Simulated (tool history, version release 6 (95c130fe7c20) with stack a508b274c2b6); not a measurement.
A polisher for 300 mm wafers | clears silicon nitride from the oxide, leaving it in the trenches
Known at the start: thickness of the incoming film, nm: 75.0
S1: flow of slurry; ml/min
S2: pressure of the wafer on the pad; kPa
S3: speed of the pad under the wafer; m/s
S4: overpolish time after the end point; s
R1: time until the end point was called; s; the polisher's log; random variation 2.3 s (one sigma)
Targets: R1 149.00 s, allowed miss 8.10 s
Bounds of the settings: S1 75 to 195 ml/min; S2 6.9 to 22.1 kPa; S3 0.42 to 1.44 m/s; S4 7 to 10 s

run 1 day=0.000 | S1=125 S2=14.5 S3=0.92 S4=10 | R1=101.79
run 2 day=0.338 | S1=125 S2=12.4 S3=0.92 S4=10 | R1=118.88
run 3 day=0.400 | S1=125 S2=11.7 S3=0.92 S4=10 | R1=125.65
run 4 day=0.758 | S1=155 S2=11.7 S3=0.92 S4=10 | R1=121.14
run 5 day=0.958 | S1=155 S2=11.7 S3=0.92 S4=7 | R1=113.65
run 6 day=1.188 | S1=155 S2=11.7 S3=1.04 S4=7 | R1=108.61
run 7 day=1.542 | S1=155 S2=11.0 S3=1.04 S4=7 | R1=108.65
run 8 day=1.596 | S1=155 S2=10.3 S3=1.04 S4=7 | R1=115.52
run 9 day=1.883 | S1=155 S2=9.7 S3=1.04 S4=7 | R1=126.04
run 10 day=2.125 | S1=145 S2=7.6 S3=1.04 S4=7 | R1=163.98
run 11 day=2.233 | S1=155 S2=7.6 S3=1.04 S4=7 | R1=161.14
run 12 day=2.317 | S1=160 S2=7.6 S3=1.04 S4=7 | R1=159.39

Which of these 5 next moves meets every target?
run A day=2.400 | S1=195 S2=6.9 S3=1.06 S4=7 | R1=?
run B day=2.400 | S1=180 S2=6.9 S3=1.02 S4=10 | R1=?
run C day=2.400 | S1=145 S2=6.9 S3=1.04 S4=7 | R1=?
run D day=2.400 | S1=125 S2=6.9 S3=1.08 S4=9 | R1=?
run E day=2.400 | S1=160 S2=7.6 S3=1.12 S4=7 | R1=?

move=A R1=163.34
move=B R1=171.54
move=C R1=174.59
move=D R1=173.51
move=E R1=145.88
A: further off than the last run
B: further off than the last run
C: further off than the last run
D: further off than the last run
E: meets every target
The right move is E.
